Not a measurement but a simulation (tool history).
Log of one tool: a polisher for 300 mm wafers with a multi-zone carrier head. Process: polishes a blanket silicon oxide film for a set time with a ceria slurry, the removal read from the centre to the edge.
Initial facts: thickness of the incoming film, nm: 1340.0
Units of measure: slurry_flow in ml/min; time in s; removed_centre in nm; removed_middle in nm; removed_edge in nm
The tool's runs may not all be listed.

run	day	slurry_flow	centre_zone	middle_zone	edge_zone	time	removed_centre	removed_middle	removed_edge
1	0	290	1	1	1	33	148.3	142.68	144.11
2	0.15	295	1.03	1.02	1.01	33	153.34	144.97	144.14
3	0.321	300	1.05	1.04	1.03	34	153.36	152.69	150.14
4	0.458	300	1.05	1.01	1.03	34	157.63	147.5	151.88
5	0.717	300	1.05	1.05	1.03	34	158.58	152.03	150.77
6	0.896	300	1.05	1.05	1.03	38	175.75	171.72	170.81

Run 7 is up next; what results do you expect?
7	0.996	300	1.05	1.05	1.03	38	?	?	?

{"run 7": {"removed_centre": 179.35, "removed_middle": 172.56, "removed_edge": 169.12}}
